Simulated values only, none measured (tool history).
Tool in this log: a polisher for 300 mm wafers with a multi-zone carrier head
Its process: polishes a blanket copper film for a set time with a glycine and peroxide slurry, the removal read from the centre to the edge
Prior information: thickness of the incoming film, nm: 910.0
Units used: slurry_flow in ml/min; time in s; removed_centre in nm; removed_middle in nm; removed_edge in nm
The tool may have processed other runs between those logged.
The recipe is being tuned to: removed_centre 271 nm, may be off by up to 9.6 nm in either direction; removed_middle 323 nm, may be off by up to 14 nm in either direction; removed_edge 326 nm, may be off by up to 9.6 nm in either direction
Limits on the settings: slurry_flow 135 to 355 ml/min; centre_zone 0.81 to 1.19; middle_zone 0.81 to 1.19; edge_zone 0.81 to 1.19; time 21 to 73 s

run,hour,slurry_flow,centre_zone,middle_zone,edge_zone,time,removed_centre,removed_middle,removed_edge
1,0,225,1,1,1,47,335.84,353.48,339.58
2,6.5,210,0.95,0.99,1,47,322.47,341.75,333.31
3,9.5,210,0.95,0.99,1,41,276.77,292.47,300.05
4,15.2,225,0.93,1.01,1.03,41,268.42,305.68,306.25
5,21,225,0.93,0.94,1.03,41,270.17,284.77,300.12
6,22.1,240,0.93,0.96,1.05,41,275.67,294.53,309.27
7,30.6,250,0.92,0.98,1.06,41,272.8,299.29,312.46
8,31.2,255,0.91,1,1.07,41,270.56,302.06,310.46
9,37.9,255,0.9,1.02,1.09,41,265.27,305.68,312.9

Below are 5 possible settings for the next run. Only one of them brings all results inside the allowed miss of their targets. Which is it?
A,44.6,305,0.92,1,1.1,38,?,?,?
B,44.6,230,0.85,1.05,1.11,47,?,?,?
C,44.6,320,0.82,1.02,0.95,39,?,?,?
D,44.6,260,0.85,1.14,1.06,43,?,?,?
E,44.6,225,0.88,1.03,1.1,43,?,?,?

move,removed_centre,removed_middle,removed_edge
A,256.3,288.98,300.63
B,282.12,360.4,363.81
C,235.47,303.24,289.5
D,262.87,359.44,329.23
E,266.35,323.34,330.73
A: its largest miss is bigger than the last run's
B: carries the result that was furthest off beyond its target, to the other side
C: its largest miss is bigger than the last run's
D: the worst result of the last run now meets its target, but another is out of spec
E: hits every target within its allowed miss
Go with E: it meets all targets.
